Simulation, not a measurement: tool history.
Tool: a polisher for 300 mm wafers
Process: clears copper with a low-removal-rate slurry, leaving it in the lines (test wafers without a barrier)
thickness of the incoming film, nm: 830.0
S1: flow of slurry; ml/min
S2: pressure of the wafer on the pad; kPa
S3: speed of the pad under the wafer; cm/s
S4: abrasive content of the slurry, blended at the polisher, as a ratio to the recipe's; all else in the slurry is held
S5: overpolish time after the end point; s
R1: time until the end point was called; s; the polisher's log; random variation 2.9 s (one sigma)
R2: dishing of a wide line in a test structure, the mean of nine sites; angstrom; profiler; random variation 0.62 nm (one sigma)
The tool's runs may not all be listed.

run,hour,S1,S2,S3,S4,S5,R1,R2
1,0,220,26.2,134,1,24,185.97,540.16
2,2.9,220,25.5,134,1,22,192.31,478.5
3,9.7,220,25.5,134,0.85,22,199.1,477.62
4,13.2,220,25.5,134,0.85,20,198.87,454.19
5,14.4,220,25.5,134,0.85,18,193.87,393.43
6,18,220,24.8,134,0.85,16,199.26,362.72
7,25.6,220,24.1,134,0.85,12,205.85,283.41
# hour 28.1: slurry blender recalibrated
8,28.1,215,24.8,134,0.85,14,179.6,360.23

Run 9 comes next. What will it give?
9,29.1,220,24.8,134,0.85,14,?,?

Run 9 gave R1 185.33 s, R2 358.22 angstrom.
